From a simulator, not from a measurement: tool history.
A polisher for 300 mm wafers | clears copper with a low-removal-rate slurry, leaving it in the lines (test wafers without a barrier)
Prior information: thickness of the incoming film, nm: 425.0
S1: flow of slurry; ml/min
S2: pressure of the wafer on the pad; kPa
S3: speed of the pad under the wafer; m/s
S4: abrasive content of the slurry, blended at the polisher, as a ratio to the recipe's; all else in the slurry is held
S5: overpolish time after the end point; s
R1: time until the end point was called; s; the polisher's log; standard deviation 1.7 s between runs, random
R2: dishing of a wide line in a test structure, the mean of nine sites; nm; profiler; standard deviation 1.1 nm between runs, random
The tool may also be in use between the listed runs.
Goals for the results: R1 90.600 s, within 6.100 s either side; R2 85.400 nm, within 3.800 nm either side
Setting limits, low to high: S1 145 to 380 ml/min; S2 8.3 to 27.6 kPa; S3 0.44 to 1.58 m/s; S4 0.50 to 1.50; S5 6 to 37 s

run 1 hour=0.0 | S1=245 S2=17.9 S3=1.00 S4=1.00 S5=19 | R1=128.060 R2=42.579
run 2 hour=7.8 | S1=245 S2=20.0 S3=1.00 S4=1.00 S5=22 | R1=119.400 R2=53.702
run 3 hour=15.4 | S1=245 S2=22.1 S3=1.00 S4=1.00 S5=23 | R1=105.510 R2=59.794
run 4 hour=21.0 | S1=245 S2=22.1 S3=1.00 S4=0.85 S5=23 | R1=106.810 R2=60.056
run 5 hour=28.2 | S1=245 S2=22.1 S3=1.00 S4=1.05 S5=23 | R1=105.140 R2=61.411
run 6 hour=34.7 | S1=245 S2=22.8 S3=1.00 S4=1.05 S5=24 | R1=104.250 R2=64.269
run 7 hour=43.4 | S1=245 S2=23.4 S3=1.00 S4=1.05 S5=25 | R1=98.532 R2=68.720
run 8 hour=52.4 | S1=245 S2=24.1 S3=1.00 S4=1.05 S5=26 | R1=96.862 R2=71.624
run 9 hour=56.7 | S1=245 S2=24.8 S3=1.00 S4=1.05 S5=27 | R1=95.096 R2=74.939

Below are 4 possible settings for the next run. Only one of them brings all results inside the allowed miss of their targets. Which is it?
run A hour=61.0 | S1=235 S2=23.4 S3=1.12 S4=1.10 S5=30 | R1=? R2=?
run B hour=61.0 | S1=215 S2=20.7 S3=1.10 S4=1.20 S5=25 | R1=? R2=?
run C hour=61.0 | S1=255 S2=26.2 S3=0.96 S4=1.00 S5=22 | R1=? R2=?
run D hour=61.0 | S1=220 S2=20.7 S3=1.12 S4=1.00 S5=29 | R1=? R2=?

move=A R1=90.000 R2=86.306
move=B R1=103.020 R2=66.732
move=C R1=93.886 R2=66.041
move=D R1=103.790 R2=74.555
A: every result lands within tolerance
B: moves away from the targets compared with the last run
C: moves away from the targets compared with the last run
D: neither nearer nor further off than the last run
Correct choice: A, which meets every target
